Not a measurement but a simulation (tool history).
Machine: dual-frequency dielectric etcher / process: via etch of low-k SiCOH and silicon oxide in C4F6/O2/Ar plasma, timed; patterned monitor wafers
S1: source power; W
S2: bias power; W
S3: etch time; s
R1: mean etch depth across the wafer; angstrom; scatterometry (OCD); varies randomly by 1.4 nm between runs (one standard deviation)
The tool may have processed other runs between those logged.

run	hour	S1	S2	S3	R1
1	0	360	200	82.5	2468.7
2	4.7	420	200	82.5	2599.4
3	11.8	420	200	86.5	2736.4
4	14.3	420	200	82.5	2572.2
5	16.5	390	194	82.5	2476.4
6	17.6	370	191	82.5	2446.9
7	22.1	350	187	82.5	2391.6
8	27	340	184	82.5	2364.9
9	27.6	340	184	82.5	2352.5
10	28.3	330	182	82.5	2330.1

What will run 11 give?
11	32.7	320	180	82.5	?

Logged for run 11: R1 2317.4 angstrom.

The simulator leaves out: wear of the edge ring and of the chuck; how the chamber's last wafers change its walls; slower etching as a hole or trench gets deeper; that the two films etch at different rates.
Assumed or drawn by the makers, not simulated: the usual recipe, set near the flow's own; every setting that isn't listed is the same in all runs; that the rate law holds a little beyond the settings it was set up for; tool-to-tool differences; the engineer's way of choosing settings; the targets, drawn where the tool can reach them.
